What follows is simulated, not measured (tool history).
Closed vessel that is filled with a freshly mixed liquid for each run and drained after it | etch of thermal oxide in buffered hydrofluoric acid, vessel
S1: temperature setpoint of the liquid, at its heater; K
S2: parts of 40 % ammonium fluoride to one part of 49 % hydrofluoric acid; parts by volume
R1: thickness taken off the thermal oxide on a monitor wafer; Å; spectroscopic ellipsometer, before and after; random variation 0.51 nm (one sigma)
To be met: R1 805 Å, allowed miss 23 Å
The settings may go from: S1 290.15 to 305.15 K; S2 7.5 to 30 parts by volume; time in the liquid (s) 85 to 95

{"run": 1, "hour": 0.0, "S1": 297.15, "S2": 22, "time in the liquid (s)": 85, "R1": 511.96}
{"run": 2, "hour": 8.2, "S1": 298.15, "S2": 22, "time in the liquid (s)": 85, "R1": 538.83}
{"run": 3, "hour": 14.8, "S1": 299.15, "S2": 22, "time in the liquid (s)": 85, "R1": 563.97}
{"run": 4, "hour": 21.8, "S1": 300.15, "S2": 21.5, "time in the liquid (s)": 85, "R1": 607.35}
{"run": 5, "hour": 27.0, "S1": 301.65, "S2": 21.5, "time in the liquid (s)": 85, "R1": 658.4}
{"run": 6, "hour": 33.0, "S1": 301.65, "S2": 25, "time in the liquid (s)": 85, "R1": 592.99}
{"run": 7, "hour": 40.5, "S1": 302.15, "S2": 24.5, "time in the liquid (s)": 85, "R1": 615.91}
{"run": 8, "hour": 48.8, "S1": 302.65, "S2": 24, "time in the liquid (s)": 85, "R1": 645.89}
{"run": 9, "hour": 50.0, "S1": 303.15, "S2": 23.5, "time in the liquid (s)": 85, "R1": 670.48}
{"run": 10, "hour": 57.3, "S1": 303.65, "S2": 23, "time in the liquid (s)": 85, "R1": 698.92}
{"run": 11, "hour": 62.7, "S1": 303.65, "S2": 22.5, "time in the liquid (s)": 85, "R1": 706.8}
{"run": 12, "hour": 64.5, "S1": 303.65, "S2": 22, "time in the liquid (s)": 85, "R1": 728.89}
{"run": 13, "hour": 68.0, "S1": 304.65, "S2": 21.5, "time in the liquid (s)": 85, "R1": 773.89}

4 next moves are on the table. One of them brings every result within its allowed miss. Which?
{"run": "A", "hour": 71.5, "S1": 304.65, "S2": 22.5, "time in the liquid (s)": 85, "R1": "?"}
{"run": "B", "hour": 71.5, "S1": 301.65, "S2": 18.5, "time in the liquid (s)": 85, "R1": "?"}
{"run": "C", "hour": 71.5, "S1": 304.65, "S2": 22, "time in the liquid (s)": 90, "R1": "?"}
{"run": "D", "hour": 71.5, "S1": 299.65, "S2": 18.5, "time in the liquid (s)": 90, "R1": "?"}

move=A R1=745.64
move=B R1=744.69
move=C R1=801.69
move=D R1=708.46
A: further off than the last run
B: further off than the last run
C: meets every target
D: further off than the last run
The right move is C.
